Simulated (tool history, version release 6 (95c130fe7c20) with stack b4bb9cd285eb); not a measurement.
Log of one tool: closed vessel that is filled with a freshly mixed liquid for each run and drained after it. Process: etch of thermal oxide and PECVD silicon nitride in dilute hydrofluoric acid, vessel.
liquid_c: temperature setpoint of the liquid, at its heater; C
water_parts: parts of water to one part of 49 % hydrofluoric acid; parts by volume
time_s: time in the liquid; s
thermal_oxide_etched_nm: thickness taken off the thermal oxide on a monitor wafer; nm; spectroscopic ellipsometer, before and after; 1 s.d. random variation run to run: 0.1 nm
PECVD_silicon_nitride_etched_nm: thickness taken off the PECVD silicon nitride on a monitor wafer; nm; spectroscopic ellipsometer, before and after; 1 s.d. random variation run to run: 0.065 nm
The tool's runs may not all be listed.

run	day	liquid_c	water_parts	time_s	thermal_oxide_etched_nm	PECVD_silicon_nitride_etched_nm
1	0.000	20.0	45	135	12.693	11.9750
2	0.146	20.0	35	135	16.309	15.2630
3	0.450	22.5	35	135	18.257	18.1710
4	0.717	21.5	35	135	17.547	16.8490
5	0.817	21.5	35	100	13.144	12.5230
6	1.117	18.0	35	100	11.190	9.8405
7	1.358	18.5	35	100	11.279	10.0980
8	1.638	18.5	35	100	11.333	10.1510
9	1.667	19.0	35	100	11.602	10.4830
10	1.892	19.5	35	100	12.007	10.9340
11	1.954	20.0	35	100	12.231	11.2160
12	2.075	20.5	30	95	13.804	12.7860
13	2.108	20.0	30	95	13.347	12.4430
14	2.412	19.5	30	95	13.132	11.9530
15	2.617	20.0	25	95	16.182	14.7970
16	2.704	19.5	25	95	16.016	14.2620

Estimate the outcome of run 17 from the log above:
17	3.033	19.5	30	95	?	?

thermal_oxide_etched_nm: 13.035 nm
PECVD_silicon_nitride_etched_nm: 12.0240 nm
